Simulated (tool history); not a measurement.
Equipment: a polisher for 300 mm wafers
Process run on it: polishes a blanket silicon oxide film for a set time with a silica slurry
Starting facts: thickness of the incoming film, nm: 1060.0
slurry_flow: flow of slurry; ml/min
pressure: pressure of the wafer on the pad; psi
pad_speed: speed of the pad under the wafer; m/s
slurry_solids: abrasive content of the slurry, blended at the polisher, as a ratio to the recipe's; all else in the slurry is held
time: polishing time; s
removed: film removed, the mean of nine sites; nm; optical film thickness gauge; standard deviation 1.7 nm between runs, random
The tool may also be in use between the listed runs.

{"run": 1, "hour": 0.0, "slurry_flow": 245, "pressure": 5.5, "pad_speed": 1.44, "slurry_solids": 1.0, "time": 39, "removed": 176.0}
{"run": 2, "hour": 8.1, "slurry_flow": 245, "pressure": 5.5, "pad_speed": 1.76, "slurry_solids": 1.0, "time": 39, "removed": 201.97}
{"run": 3, "hour": 16.9, "slurry_flow": 245, "pressure": 5.2, "pad_speed": 1.76, "slurry_solids": 1.0, "time": 39, "removed": 195.04}
{"run": 4, "hour": 19.2, "slurry_flow": 245, "pressure": 4.9, "pad_speed": 1.76, "slurry_solids": 1.0, "time": 39, "removed": 189.68}
{"run": 5, "hour": 24.7, "slurry_flow": 245, "pressure": 4.6, "pad_speed": 1.76, "slurry_solids": 1.0, "time": 39, "removed": 174.28}
{"run": 6, "hour": 26.3, "slurry_flow": 245, "pressure": 4.5, "pad_speed": 1.76, "slurry_solids": 1.0, "time": 39, "removed": 174.89}
{"run": 7, "hour": 31.6, "slurry_flow": 245, "pressure": 4.3, "pad_speed": 1.76, "slurry_solids": 1.0, "time": 39, "removed": 164.71}
{"hour": 35.3, "done": "slurry blender recalibrated"}
{"run": 8, "hour": 35.3, "slurry_flow": 245, "pressure": 4.2, "pad_speed": 1.76, "slurry_solids": 1.0, "time": 39, "removed": 180.15}

Run 9 has not been measured yet. What should we expect?
{"run": 9, "hour": 41.7, "slurry_flow": 245, "pressure": 3.9, "pad_speed": 1.74, "slurry_solids": 1.0, "time": 39, "removed": "?"}

Run 9 came out at removed 171.83 nm.
